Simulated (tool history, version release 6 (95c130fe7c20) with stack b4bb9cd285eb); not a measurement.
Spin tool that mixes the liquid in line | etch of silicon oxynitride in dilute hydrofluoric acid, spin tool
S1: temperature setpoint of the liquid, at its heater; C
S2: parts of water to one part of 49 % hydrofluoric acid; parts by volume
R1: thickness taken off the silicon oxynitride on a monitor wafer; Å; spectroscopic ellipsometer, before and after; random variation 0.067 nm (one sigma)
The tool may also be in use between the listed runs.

{"run": 1, "hour": 0.0, "S1": 25.0, "S2": 225, "time under the liquid (s)": 300, "R1": 60.073}
{"run": 2, "hour": 3.6, "S1": 22.5, "S2": 225, "time under the liquid (s)": 300, "R1": 54.604}
{"run": 3, "hour": 8.2, "S1": 23.5, "S2": 225, "time under the liquid (s)": 300, "R1": 56.225}
{"run": 4, "hour": 16.2, "S1": 20.0, "S2": 225, "time under the liquid (s)": 300, "R1": 47.289}
{"run": 5, "hour": 19.9, "S1": 21.0, "S2": 225, "time under the liquid (s)": 300, "R1": 49.869}
{"run": 6, "hour": 28.7, "S1": 21.0, "S2": 285, "time under the liquid (s)": 300, "R1": 38.193}
{"run": 7, "hour": 29.6, "S1": 22.0, "S2": 280, "time under the liquid (s)": 300, "R1": 40.941}
{"run": 8, "hour": 37.2, "S1": 23.0, "S2": 275, "time under the liquid (s)": 300, "R1": 43.461}
{"run": 9, "hour": 41.2, "S1": 24.0, "S2": 270, "time under the liquid (s)": 300, "R1": 46.467}
{"run": 10, "hour": 44.7, "S1": 25.0, "S2": 265, "time under the liquid (s)": 300, "R1": 49.73}
{"run": 11, "hour": 45.7, "S1": 26.0, "S2": 260, "time under the liquid (s)": 300, "R1": 52.765}
{"run": 12, "hour": 54.3, "S1": 26.5, "S2": 255, "time under the liquid (s)": 300, "R1": 55.35}
{"run": 13, "hour": 57.1, "S1": 27.0, "S2": 250, "time under the liquid (s)": 300, "R1": 57.673}

Run 14 comes next. What will it give?
{"run": 14, "hour": 64.3, "S1": 27.5, "S2": 245, "time under the liquid (s)": 300, "R1": "?"}

{"run 14": {"R1": 60.201}}

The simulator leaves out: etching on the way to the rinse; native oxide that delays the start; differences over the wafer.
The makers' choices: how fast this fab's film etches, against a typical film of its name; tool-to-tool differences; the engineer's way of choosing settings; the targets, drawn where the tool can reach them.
